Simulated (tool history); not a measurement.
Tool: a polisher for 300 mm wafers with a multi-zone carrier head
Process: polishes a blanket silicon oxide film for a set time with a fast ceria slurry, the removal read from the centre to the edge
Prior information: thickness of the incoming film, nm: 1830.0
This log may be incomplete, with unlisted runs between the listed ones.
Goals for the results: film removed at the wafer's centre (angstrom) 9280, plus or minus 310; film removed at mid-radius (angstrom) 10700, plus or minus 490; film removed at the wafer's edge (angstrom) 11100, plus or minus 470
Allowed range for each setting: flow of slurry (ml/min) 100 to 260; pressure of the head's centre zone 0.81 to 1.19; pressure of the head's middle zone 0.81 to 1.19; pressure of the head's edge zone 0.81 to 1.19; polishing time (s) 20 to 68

run,hour,flow of slurry (ml/min),pressure of the head's centre zone,pressure of the head's middle zone,pressure of the head's edge zone,polishing time (s),film removed at the wafer's centre (angstrom),film removed at mid-radius (angstrom),film removed at the wafer's edge (angstrom)
1,0,165,1,1,1,44,7463.1,7363.8,7389.4
2,2.1,165,1,1,0.96,44,7419,7211.8,7188.4
3,6,165,1.05,1,0.96,44,7454.6,7569.6,7192.7
4,11,150,1.02,1.04,1.01,47,7812.6,7875.6,7884.2
5,18.3,170,1.02,1.04,1.01,47,7993.1,8352.8,7880.9
6,26.5,170,1.02,1.04,1.01,54,9192.1,9383.5,9281.3
7,28.8,170,0.99,1.06,1.04,55,9011.3,9529.9,9670.7
8,32.1,175,0.98,1.07,1.06,56,9246.3,10129,9638.1
9,38.8,165,0.97,1.08,1.07,57,9440.5,10070,10032
10,40,165,0.97,1.08,1.07,57,9362.1,10313,9734.6
11,46.3,175,0.94,1.06,1.09,58,9404.6,10418,10187
12,51.6,170,0.92,1.05,1.1,59,9338.4,10590,10573
13,57.9,170,0.91,1.04,1.11,59,9519.7,10272,10554
14,61.5,165,0.83,1.09,1.18,60,8940.5,10684,10982
15,69.2,165,0.84,1.09,1.18,60,8958.8,10839,11113

Which one of the following 4 next-run settings gets every result inside its allowed miss? There is exactly one.
A,76.9,210,0.83,1.01,1.13,60,?,?,?
B,76.9,105,0.87,1.13,1.19,65,?,?,?
C,76.9,100,0.82,1.07,1.19,67,?,?,?
D,76.9,140,0.84,1.16,1.19,59,?,?,?

move,film removed at the wafer's centre (angstrom),film removed at mid-radius (angstrom),film removed at the wafer's edge (angstrom)
A,9415.6,10652,10956
B,8827.8,10876,10907
C,8596.3,10525,11127
D,8585.6,10937,10458
A: all results land within tolerance of their targets
B: misses by more than the last run did
C: misses by more than the last run did
D: misses by more than the last run did
A is the move that brings every result within its allowed miss.
